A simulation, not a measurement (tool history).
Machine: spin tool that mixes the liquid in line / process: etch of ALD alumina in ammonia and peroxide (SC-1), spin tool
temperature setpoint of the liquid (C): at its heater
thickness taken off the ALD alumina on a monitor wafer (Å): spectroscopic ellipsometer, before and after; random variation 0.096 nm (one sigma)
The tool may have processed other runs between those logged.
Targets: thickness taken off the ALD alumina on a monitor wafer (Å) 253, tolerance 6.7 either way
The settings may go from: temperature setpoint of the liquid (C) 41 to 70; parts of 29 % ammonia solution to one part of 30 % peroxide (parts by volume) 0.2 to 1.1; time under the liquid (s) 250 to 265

run	hour	temperature setpoint of the liquid (C)	parts of 29 % ammonia solution to one part of 30 % peroxide (parts by volume)	time under the liquid (s)	thickness taken off the ALD alumina on a monitor wafer (Å)
1	0	57	0.6	250	170.25
2	3.2	57	0.75	250	171.59
3	7.6	58.5	0.75	250	187.42
4	10.8	60	0.75	250	200.95
5	18.1	63.5	0.75	250	242.53
6	23.2	56.5	0.75	250	167.4
7	27.8	58.5	0.75	250	186.34
8	33.4	60	0.75	250	201.87
9	34.6	60	0.75	250	201.81
10	43.3	65	0.75	250	260.07

5 next moves are on the table. One of them brings every result within its allowed miss. Which?
A	52	65	0.65	260	?
B	52	64	0.85	265	?
C	52	63.5	0.6	265	?
D	52	65	0.6	265	?
E	52	64.5	0.8	265	?

move	thickness taken off the ALD alumina on a monitor wafer (Å)
A	267.81
B	266.37
C	251.38
D	270.91
E	271.53
A: the biggest miss grows against the last run
B: the biggest miss grows against the last run
C: all results in spec
D: the biggest miss grows against the last run
E: the biggest miss grows against the last run
Go with C: it meets all targets.

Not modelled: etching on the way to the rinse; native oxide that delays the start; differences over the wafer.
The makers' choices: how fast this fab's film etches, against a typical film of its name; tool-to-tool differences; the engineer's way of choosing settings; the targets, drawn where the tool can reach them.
